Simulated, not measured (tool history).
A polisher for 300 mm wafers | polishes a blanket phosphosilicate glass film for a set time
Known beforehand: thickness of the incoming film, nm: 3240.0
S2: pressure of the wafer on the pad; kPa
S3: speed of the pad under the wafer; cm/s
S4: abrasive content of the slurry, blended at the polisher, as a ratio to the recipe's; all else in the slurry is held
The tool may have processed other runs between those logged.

Run 1, day 0.000: flow of slurry (ml/min) 190, S2 20.0 kPa, S3 88 cm/s, S4 1.00, polishing time (s) 84. Result: film removed (angstrom) 4901.8.
Run 2, day 0.192: flow of slurry (ml/min) 190, S2 20.0 kPa, S3 108 cm/s, S4 1.00, polishing time (s) 84. Result: film removed (angstrom) 5694.5.
Run 3, day 0.229: flow of slurry (ml/min) 190, S2 18.6 kPa, S3 106 cm/s, S4 1.00, polishing time (s) 84. Result: film removed (angstrom) 5394.8.
Run 4, day 0.383: flow of slurry (ml/min) 190, S2 18.6 kPa, S3 106 cm/s, S4 0.85, polishing time (s) 84. Result: film removed (angstrom) 5036.1.
Run 5, day 0.733: flow of slurry (ml/min) 190, S2 14.5 kPa, S3 106 cm/s, S4 0.85, polishing time (s) 84. Result: film removed (angstrom) 4016.1.
Run 6, day 0.875: flow of slurry (ml/min) 190, S2 14.5 kPa, S3 106 cm/s, S4 0.70, polishing time (s) 84. Result: film removed (angstrom) 3786.5.
Run 7, day 1.129: flow of slurry (ml/min) 190, S2 13.8 kPa, S3 106 cm/s, S4 0.70, polishing time (s) 84. Result: film removed (angstrom) 3588.9.

Run 8, settings as shown, results not yet in. Your forecast:
Run 8, day 1.196: flow of slurry (ml/min) 190, S2 13.1 kPa, S3 106 cm/s, S4 0.70, polishing time (s) 84. Result: film removed (angstrom) ?.

For run 8 the tool returned film removed (angstrom) 3401.3.
